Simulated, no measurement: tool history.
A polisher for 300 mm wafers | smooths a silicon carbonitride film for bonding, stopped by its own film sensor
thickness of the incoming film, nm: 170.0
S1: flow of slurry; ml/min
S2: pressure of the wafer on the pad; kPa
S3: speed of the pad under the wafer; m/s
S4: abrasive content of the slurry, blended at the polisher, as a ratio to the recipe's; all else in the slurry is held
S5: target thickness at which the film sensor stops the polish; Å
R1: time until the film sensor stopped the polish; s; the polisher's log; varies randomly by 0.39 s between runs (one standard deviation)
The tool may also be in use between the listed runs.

run  hour   S1    S2    S3    S4    S5      R1
  1   0.0  185  17.9  1.04  1.00  1580  40.372
  2   6.9  185  15.2  1.04  1.00  1580  49.343
  3   8.6  185  17.2  1.06  1.00  1580  42.552
  4  12.0  185  17.2  0.96  1.00  1580  45.696
  5  17.7  185  17.2  0.96  0.85  1580  49.359
  6  19.1  185  15.9  0.96  0.85  1580  52.260
  7  22.8  185  18.6  0.98  0.85  1580  45.420
  8  27.6  185  20.7  1.02  0.85  1580  40.268

Forecast run 9:
  9  30.9  185  22.1  1.08  0.85  1580   ?

{"run 9": {"R1": 36.577}}
